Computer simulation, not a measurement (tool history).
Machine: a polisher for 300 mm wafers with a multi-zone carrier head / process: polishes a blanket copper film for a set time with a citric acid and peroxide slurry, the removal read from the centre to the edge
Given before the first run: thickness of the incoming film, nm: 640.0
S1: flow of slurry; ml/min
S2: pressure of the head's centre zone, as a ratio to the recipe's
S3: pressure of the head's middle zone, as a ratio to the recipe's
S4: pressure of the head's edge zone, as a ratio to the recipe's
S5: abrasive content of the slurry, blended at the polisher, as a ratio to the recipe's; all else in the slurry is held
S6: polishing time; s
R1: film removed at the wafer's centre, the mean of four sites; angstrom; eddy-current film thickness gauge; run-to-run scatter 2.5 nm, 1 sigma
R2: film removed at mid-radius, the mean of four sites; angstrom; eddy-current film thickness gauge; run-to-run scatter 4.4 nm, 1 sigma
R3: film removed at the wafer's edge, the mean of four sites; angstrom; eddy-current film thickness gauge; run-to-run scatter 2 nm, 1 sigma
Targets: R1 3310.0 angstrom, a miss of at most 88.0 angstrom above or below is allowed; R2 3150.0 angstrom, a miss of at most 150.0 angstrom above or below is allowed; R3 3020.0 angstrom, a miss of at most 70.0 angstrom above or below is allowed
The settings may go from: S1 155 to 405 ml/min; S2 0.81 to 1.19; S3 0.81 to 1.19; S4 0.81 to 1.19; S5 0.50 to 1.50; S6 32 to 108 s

Run 1, hour 0.0: S1 260 ml/min, S2 1.00, S3 1.00, S4 1.00, S5 1.00, S6 70 s. Result: R1 2443.5 angstrom, R2 2355.9 angstrom, R3 2357.9 angstrom.
Run 2, hour 2.6: S1 260 ml/min, S2 1.04, S3 1.00, S4 1.00, S5 1.00, S6 70 s. Result: R1 2585.3 angstrom, R2 2367.6 angstrom, R3 2379.4 angstrom.
Run 3, hour 5.5: S1 260 ml/min, S2 1.04, S3 1.00, S4 1.00, S5 0.85, S6 70 s. Result: R1 2474.4 angstrom, R2 2266.0 angstrom, R3 2295.7 angstrom.
Run 4, hour 6.3: S1 270 ml/min, S2 1.06, S3 1.03, S4 1.04, S5 1.00, S6 71 s. Result: R1 2658.8 angstrom, R2 2464.9 angstrom, R3 2428.3 angstrom.
Run 5, hour 12.7: S1 270 ml/min, S2 1.06, S3 0.99, S4 1.04, S5 1.00, S6 71 s. Result: R1 2647.1 angstrom, R2 2398.4 angstrom, R3 2446.3 angstrom.
Run 6, hour 18.3: S1 275 ml/min, S2 1.07, S3 1.01, S4 1.07, S5 1.15, S6 72 s. Result: R1 2828.3 angstrom, R2 2476.1 angstrom, R3 2577.7 angstrom.
Run 7, hour 20.1: S1 310 ml/min, S2 1.04, S3 1.11, S4 1.12, S5 1.40, S6 79 s. Result: R1 3157.4 angstrom, R2 3284.6 angstrom, R3 3066.4 angstrom.
Run 8, hour 21.2: S1 310 ml/min, S2 1.05, S3 1.10, S4 1.11, S5 1.40, S6 79 s. Result: R1 3208.0 angstrom, R2 3240.3 angstrom, R3 3083.5 angstrom.

Which of these 5 next moves meets every target?
Run A, hour 22.3: S1 270 ml/min, S2 1.07, S3 1.02, S4 1.14, S5 1.45, S6 80 s. Result: R1 ?, R2 ?, R3 ?.
Run B, hour 22.3: S1 310 ml/min, S2 1.02, S3 1.11, S4 1.18, S5 1.15, S6 84 s. Result: R1 ?, R2 ?, R3 ?.
Run C, hour 22.3: S1 255 ml/min, S2 1.06, S3 1.06, S4 1.02, S5 1.45, S6 81 s. Result: R1 ?, R2 ?, R3 ?.
Run D, hour 22.3: S1 280 ml/min, S2 1.03, S3 1.11, S4 1.11, S5 1.40, S6 83 s. Result: R1 ?, R2 ?, R3 ?.
Run E, hour 22.3: S1 360 ml/min, S2 1.04, S3 1.17, S4 1.14, S5 1.40, S6 75 s. Result: R1 ?, R2 ?, R3 ?.

move      R1      R2      R3
   A  3295.3  3011.4  3203.4
   B  3154.6  3245.8  3257.0
   C  3287.3  3134.9  3054.1
   D  3275.0  3340.0  3253.9
   E  3056.4  3221.6  3024.1
A: the worst result of the last run now meets its target, but another is out of spec
B: the biggest miss grows against the last run
C: all results in spec
D: the worst result of the last run now meets its target, but another is out of spec
E: the biggest miss grows against the last run
The right move is C.
